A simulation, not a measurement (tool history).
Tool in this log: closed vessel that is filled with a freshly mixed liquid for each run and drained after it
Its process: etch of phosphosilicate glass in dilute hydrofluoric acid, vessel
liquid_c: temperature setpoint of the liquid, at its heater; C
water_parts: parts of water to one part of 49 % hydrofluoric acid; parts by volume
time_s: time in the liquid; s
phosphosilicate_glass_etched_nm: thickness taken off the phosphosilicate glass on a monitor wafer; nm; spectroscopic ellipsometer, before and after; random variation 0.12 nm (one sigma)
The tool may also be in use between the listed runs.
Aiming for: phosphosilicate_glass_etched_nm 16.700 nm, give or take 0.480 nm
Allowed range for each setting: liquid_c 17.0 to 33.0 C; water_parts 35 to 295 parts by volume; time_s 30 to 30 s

run,hour,liquid_c,water_parts,time_s,phosphosilicate_glass_etched_nm
1,0.0,25.0,165,30,10.673
2,4.4,25.0,165,30,10.615
3,11.5,27.0,165,30,11.652
4,16.4,28.5,160,30,12.700
5,23.4,30.0,155,30,13.624
6,27.6,30.0,195,30,10.397
7,29.3,31.0,180,30,11.875
8,31.9,31.5,170,30,12.941
9,36.7,32.0,160,30,14.172
10,41.4,32.5,155,30,15.089
11,49.9,32.5,150,30,15.491

Below are 5 possible settings for the next run. Only one of them brings all results inside the allowed miss of their targets. Which is it?
A,58.4,30.5,135,30,?
B,58.4,32.0,165,30,?
C,58.4,33.0,135,30,?
D,58.4,29.0,135,30,?
E,58.4,32.5,165,30,?

move,phosphosilicate_glass_etched_nm
A,16.444
B,13.627
C,17.981
D,15.568
E,13.866
A: all results land within tolerance of their targets
B: the biggest miss grows against the last run
C: pushes the last run's worst result past its target
D: closer than the last run, but not yet in spec
E: the biggest miss grows against the last run
So the answer is move A, the one that meets all the targets.
